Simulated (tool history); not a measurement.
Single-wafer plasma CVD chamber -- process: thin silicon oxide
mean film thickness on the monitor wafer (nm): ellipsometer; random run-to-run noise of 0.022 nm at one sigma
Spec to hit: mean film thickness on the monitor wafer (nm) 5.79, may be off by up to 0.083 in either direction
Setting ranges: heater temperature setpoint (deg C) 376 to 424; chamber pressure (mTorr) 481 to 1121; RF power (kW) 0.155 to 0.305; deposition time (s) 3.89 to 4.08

| run | day | heater temperature setpoint (deg C) | chamber pressure (mTorr) | RF power (kW) | deposition time (s) | mean film thickness on the monitor wafer (nm) |
|---|---|---|---|---|---|---|
| 1 | 0 | 400 | 801 | 0.23 | 4.08 | 6.2341 |
| 2 | 0.033 | 400 | 801 | 0.25 | 4.08 | 6.4631 |
| 3 | 0.125 | 400 | 801 | 0.25 | 4.08 | 6.5041 |
| 4 | 0.208 | 400 | 801 | 0.25 | 4.08 | 6.456 |
| 5 | 0.362 | 400 | 773 | 0.25 | 4.08 | 6.2503 |
| 6 | 0.692 | 400 | 773 | 0.225 | 4.08 | 6.042 |
| 7 | 0.908 | 400 | 761 | 0.225 | 4.08 | 5.8989 |
| 8 | 1.038 | 400 | 756 | 0.225 | 4.08 | 5.8984 |

Of the 5 settings listed for the next run, only one would bring every result within its allowed miss of target. Which one?
| A | 1.167 | 399 | 786 | 0.235 | 3.97 | ? |
| B | 1.167 | 392 | 806 | 0.22 | 4.01 | ? |
| C | 1.167 | 398 | 800 | 0.205 | 4.08 | ? |
| D | 1.167 | 402 | 799 | 0.215 | 3.89 | ? |
| E | 1.167 | 403 | 845 | 0.165 | 3.89 | ? |

| move | mean film thickness on the monitor wafer (nm) |
|---|---|
| A | 6.0278 |
| B | 6.1154 |
| C | 6.0008 |
| D | 5.8006 |
| E | 5.5338 |
A: its largest miss is bigger than the last run's
B: its largest miss is bigger than the last run's
C: its largest miss is bigger than the last run's
D: all results in spec
E: the result that was furthest off in the last run now lies on the other side of its target
D is the move that brings every result within its allowed miss.

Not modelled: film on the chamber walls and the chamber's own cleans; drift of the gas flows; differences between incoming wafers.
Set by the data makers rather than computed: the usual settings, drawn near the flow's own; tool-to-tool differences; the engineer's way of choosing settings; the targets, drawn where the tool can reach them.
